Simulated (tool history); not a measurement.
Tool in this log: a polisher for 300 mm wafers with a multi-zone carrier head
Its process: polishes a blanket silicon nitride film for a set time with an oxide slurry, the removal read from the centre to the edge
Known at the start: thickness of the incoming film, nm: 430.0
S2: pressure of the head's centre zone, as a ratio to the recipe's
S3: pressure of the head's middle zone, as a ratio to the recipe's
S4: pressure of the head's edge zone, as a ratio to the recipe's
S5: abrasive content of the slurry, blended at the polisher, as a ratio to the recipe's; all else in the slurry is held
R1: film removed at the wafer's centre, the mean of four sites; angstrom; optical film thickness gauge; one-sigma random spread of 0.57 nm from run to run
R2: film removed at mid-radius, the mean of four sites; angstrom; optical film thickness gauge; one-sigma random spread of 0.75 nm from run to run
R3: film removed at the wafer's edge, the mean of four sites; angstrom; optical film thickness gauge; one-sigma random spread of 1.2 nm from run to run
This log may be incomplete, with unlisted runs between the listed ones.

run 1 hour=0 | flow_of_slurry_(ml/min)=125 S2=1 S3=1 S4=1 S5=1 polishing_time_(s)=86 | R1=579.53 R2=589.53 R3=586.82
run 2 hour=2.3 | flow_of_slurry_(ml/min)=125 S2=1 S3=1.05 S4=1 S5=1 polishing_time_(s)=86 | R1=574.9 R2=617.65 R3=568.47
run 3 hour=5.8 | flow_of_slurry_(ml/min)=125 S2=1 S3=1.05 S4=1 S5=1 polishing_time_(s)=99 | R1=658.81 R2=704.37 R3=673.78
run 4 hour=14.6 | flow_of_slurry_(ml/min)=125 S2=1 S3=1.05 S4=1 S5=0.9 polishing_time_(s)=99 | R1=618.03 R2=656.66 R3=643.74
run 5 hour=20.7 | flow_of_slurry_(ml/min)=135 S2=1.02 S3=1.05 S4=1.04 S5=0.95 polishing_time_(s)=100 | R1=673.74 R2=699.45 R3=646.98
run 6 hour=22.8 | flow_of_slurry_(ml/min)=135 S2=0.97 S3=1.05 S4=1.04 S5=0.95 polishing_time_(s)=100 | R1=636.81 R2=702.54 R3=664.41

For run 7, what comes out?
run 7 hour=26.9 | flow_of_slurry_(ml/min)=130 S2=0.98 S3=1.03 S4=1.04 S5=1.05 polishing_time_(s)=102 | R1=? R2=? R3=?

R1: 698.95 angstrom
R2: 752.85 angstrom
R3: 716 angstrom

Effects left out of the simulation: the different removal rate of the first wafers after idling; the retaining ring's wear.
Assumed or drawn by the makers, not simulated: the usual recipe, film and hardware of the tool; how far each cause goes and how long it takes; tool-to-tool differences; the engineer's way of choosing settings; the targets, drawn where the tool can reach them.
